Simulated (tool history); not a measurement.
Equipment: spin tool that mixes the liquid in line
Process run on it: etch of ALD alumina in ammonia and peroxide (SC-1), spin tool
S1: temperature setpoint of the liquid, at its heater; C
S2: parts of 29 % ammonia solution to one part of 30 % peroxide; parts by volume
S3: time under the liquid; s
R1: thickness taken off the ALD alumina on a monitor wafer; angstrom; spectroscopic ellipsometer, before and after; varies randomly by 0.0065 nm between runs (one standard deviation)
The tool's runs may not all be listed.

{"run": 1, "hour": 0.0, "S1": 62, "S2": 0.9, "S3": 15, "R1": 16.903}
{"run": 2, "hour": 6.8, "S1": 58.5, "S2": 0.9, "S3": 15, "R1": 14.287}
{"run": 3, "hour": 7.7, "S1": 58.5, "S2": 1.15, "S3": 15, "R1": 14.457}
{"run": 4, "hour": 9.1, "S1": 65, "S2": 1.15, "S3": 15, "R1": 20.207}
{"run": 5, "hour": 10.2, "S1": 60.5, "S2": 1.15, "S3": 15, "R1": 15.87}
{"run": 6, "hour": 16.1, "S1": 66.5, "S2": 1.15, "S3": 15, "R1": 21.844}
{"run": 7, "hour": 23.5, "S1": 61.5, "S2": 1.15, "S3": 15, "R1": 16.971}
{"run": 8, "hour": 31.9, "S1": 58, "S2": 1.15, "S3": 15, "R1": 14.003}

Run 9, settings as shown, results not yet in. Your forecast:
{"run": 9, "hour": 38.0, "S1": 55.5, "S2": 1.15, "S3": 15, "R1": "?"}

Run 9 yielded R1 12.409 angstrom.
